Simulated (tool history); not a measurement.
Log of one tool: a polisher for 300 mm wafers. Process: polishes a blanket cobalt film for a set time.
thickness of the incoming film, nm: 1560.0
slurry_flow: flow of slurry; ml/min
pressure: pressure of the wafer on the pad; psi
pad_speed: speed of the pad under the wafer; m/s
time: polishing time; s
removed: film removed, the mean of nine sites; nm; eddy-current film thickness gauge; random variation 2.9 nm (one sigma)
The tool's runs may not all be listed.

| run | hour | slurry_flow | pressure | pad_speed | time | removed |
|---|---|---|---|---|---|---|
| 1 | 0 | 185 | 1.9 | 1.16 | 53 | 279.92 |
| 2 | 8.5 | 185 | 2.3 | 1.16 | 53 | 325.82 |
| 3 | 17.2 | 185 | 2.3 | 1.16 | 53 | 326.73 |
| 4 | 22 | 185 | 2.3 | 1.02 | 53 | 285.63 |
| 5 | 28.3 | 185 | 2.3 | 1.02 | 53 | 288.41 |
| 6 | 33.9 | 190 | 2.4 | 1.02 | 53 | 301.79 |

The next listed run, before its measurement:
| 7 | 35.5 | 195 | 2.5 | 1.02 | 53 | ? |

removed: 311.36 nm
